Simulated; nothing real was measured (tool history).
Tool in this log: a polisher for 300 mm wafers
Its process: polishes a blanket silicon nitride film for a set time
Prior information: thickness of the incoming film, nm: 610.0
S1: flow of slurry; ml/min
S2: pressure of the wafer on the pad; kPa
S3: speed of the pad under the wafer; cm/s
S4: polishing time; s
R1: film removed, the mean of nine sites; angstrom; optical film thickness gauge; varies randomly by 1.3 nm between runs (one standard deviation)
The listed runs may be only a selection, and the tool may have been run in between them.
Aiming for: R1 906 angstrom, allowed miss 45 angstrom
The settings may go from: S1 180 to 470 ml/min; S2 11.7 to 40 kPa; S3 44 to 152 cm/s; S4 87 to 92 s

| run | hour | S1 | S2 | S3 | S4 | R1 |
|---|---|---|---|---|---|---|
| 1 | 0 | 300 | 25.5 | 98 | 87 | 1570.5 |
| 2 | 4.5 | 300 | 21.4 | 96 | 87 | 1330 |
| 3 | 12.2 | 300 | 24.1 | 96 | 87 | 1505.2 |
| 4 | 16.7 | 300 | 20 | 94 | 87 | 1206.2 |
| 5 | 23.5 | 300 | 17.9 | 94 | 87 | 1122.2 |
| 6 | 26.5 | 340 | 17.9 | 94 | 87 | 1121.4 |
| 7 | 35.1 | 340 | 16.5 | 94 | 87 | 1023.7 |
| 8 | 42.6 | 340 | 15.9 | 94 | 87 | 998.74 |

Exercise: of the 4 proposed moves below, exactly one satisfies all targets within the stated allowed misses. Which move is it?
| A | 50.1 | 285 | 15.9 | 108 | 89 | ? |
| B | 50.1 | 335 | 13.1 | 94 | 87 | ? |
| C | 50.1 | 345 | 13.8 | 84 | 87 | ? |
| D | 50.1 | 220 | 15.2 | 96 | 87 | ? |

| move | R1 |
|---|---|
| A | 1120.9 |
| B | 846.11 |
| C | 827.7 |
| D | 943.5 |
A: lands further from the targets than the last run did
B: takes the biggest miss from the last run beyond its target
C: takes the biggest miss from the last run beyond its target
D: meets every target
So the answer is move D, the one that meets all the targets.
